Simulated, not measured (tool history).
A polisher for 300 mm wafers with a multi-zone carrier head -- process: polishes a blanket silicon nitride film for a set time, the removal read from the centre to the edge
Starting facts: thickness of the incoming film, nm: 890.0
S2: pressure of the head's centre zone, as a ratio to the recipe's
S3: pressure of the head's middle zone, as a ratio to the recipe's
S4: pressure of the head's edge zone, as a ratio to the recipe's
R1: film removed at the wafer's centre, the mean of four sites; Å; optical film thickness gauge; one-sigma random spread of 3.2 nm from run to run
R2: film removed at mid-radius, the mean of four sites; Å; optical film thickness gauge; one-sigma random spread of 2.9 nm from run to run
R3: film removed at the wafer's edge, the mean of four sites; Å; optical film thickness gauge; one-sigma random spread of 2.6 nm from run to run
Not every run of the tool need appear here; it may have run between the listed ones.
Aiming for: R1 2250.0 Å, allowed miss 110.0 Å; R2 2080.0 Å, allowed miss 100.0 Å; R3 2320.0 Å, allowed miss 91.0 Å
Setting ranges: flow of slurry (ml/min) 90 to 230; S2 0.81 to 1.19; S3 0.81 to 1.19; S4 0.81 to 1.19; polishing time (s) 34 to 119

run 1 hour=0.0 | flow_of_slurry_(ml/min)=150 S2=1.00 S3=1.00 S4=1.00 polishing_time_(s)=76 | R1=1654.3 R2=1733.8 R3=1618.7
run 2 hour=2.4 | flow_of_slurry_(ml/min)=175 S2=1.00 S3=1.00 S4=1.00 polishing_time_(s)=76 | R1=1743.0 R2=1715.1 R3=1671.5
run 3 hour=4.6 | flow_of_slurry_(ml/min)=185 S2=1.00 S3=1.00 S4=1.04 polishing_time_(s)=80 | R1=1816.6 R2=1910.2 R3=1791.9
run 4 hour=7.7 | flow_of_slurry_(ml/min)=195 S2=0.99 S3=0.95 S4=1.04 polishing_time_(s)=84 | R1=1976.2 R2=1880.3 R3=1910.2
run 5 hour=14.6 | flow_of_slurry_(ml/min)=195 S2=0.99 S3=0.95 S4=0.98 polishing_time_(s)=84 | R1=1986.6 R2=1899.4 R3=1861.4
run 6 hour=20.6 | flow_of_slurry_(ml/min)=195 S2=0.98 S3=0.93 S4=1.02 polishing_time_(s)=87 | R1=1975.4 R2=1935.3 R3=1978.8
run 7 hour=24.5 | flow_of_slurry_(ml/min)=200 S2=0.99 S3=0.92 S4=1.04 polishing_time_(s)=89 | R1=2070.8 R2=1989.8 R3=2052.6
-- hour=27.8 worn pad replaced by a new one
run 8 hour=27.8 | flow_of_slurry_(ml/min)=205 S2=0.99 S3=0.87 S4=1.14 polishing_time_(s)=96 | R1=2345.9 R2=2223.6 R3=2411.6

Which one of the following 5 next-run settings gets every result inside its allowed miss? There is exactly one.
run A hour=31.1 | flow_of_slurry_(ml/min)=215 S2=1.00 S3=1.02 S4=1.13 polishing_time_(s)=93 | R1=? R2=? R3=?
run B hour=31.1 | flow_of_slurry_(ml/min)=180 S2=1.00 S3=1.07 S4=1.10 polishing_time_(s)=101 | R1=? R2=? R3=?
run C hour=31.1 | flow_of_slurry_(ml/min)=190 S2=1.08 S3=0.90 S4=1.12 polishing_time_(s)=96 | R1=? R2=? R3=?
run D hour=31.1 | flow_of_slurry_(ml/min)=205 S2=1.05 S3=1.02 S4=1.03 polishing_time_(s)=95 | R1=? R2=? R3=?
run E hour=31.1 | flow_of_slurry_(ml/min)=175 S2=0.99 S3=0.84 S4=1.09 polishing_time_(s)=96 | R1=? R2=? R3=?

move=A R1=2308.0 R2=2307.1 R3=2349.5
move=B R1=2431.6 R2=2506.1 R3=2465.4
move=C R1=2520.6 R2=2181.0 R3=2384.0
move=D R1=2457.7 R2=2340.5 R3=2279.5
move=E R1=2273.1 R2=2075.3 R3=2329.1
A: its largest miss is bigger than the last run's
B: its largest miss is bigger than the last run's
C: its largest miss is bigger than the last run's
D: its largest miss is bigger than the last run's
E: every result within its allowed miss
Answer: E
